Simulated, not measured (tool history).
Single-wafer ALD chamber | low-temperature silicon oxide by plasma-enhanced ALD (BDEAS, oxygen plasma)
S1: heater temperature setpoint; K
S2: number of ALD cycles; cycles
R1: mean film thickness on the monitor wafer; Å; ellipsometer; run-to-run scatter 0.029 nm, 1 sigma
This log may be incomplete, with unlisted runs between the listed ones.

run	hour	S1	S2	R1
1	0	363.15	51	69.681
2	6.3	363.15	45	61.455
3	12.2	368.15	45	60.351
4	16.8	362.15	48	66.643
5	20	357.15	49	68.703
6	21.1	357.15	54	75.94

What does the tool deliver on the next run?
7	26.9	354.15	54	?

R1: 76.909 Å
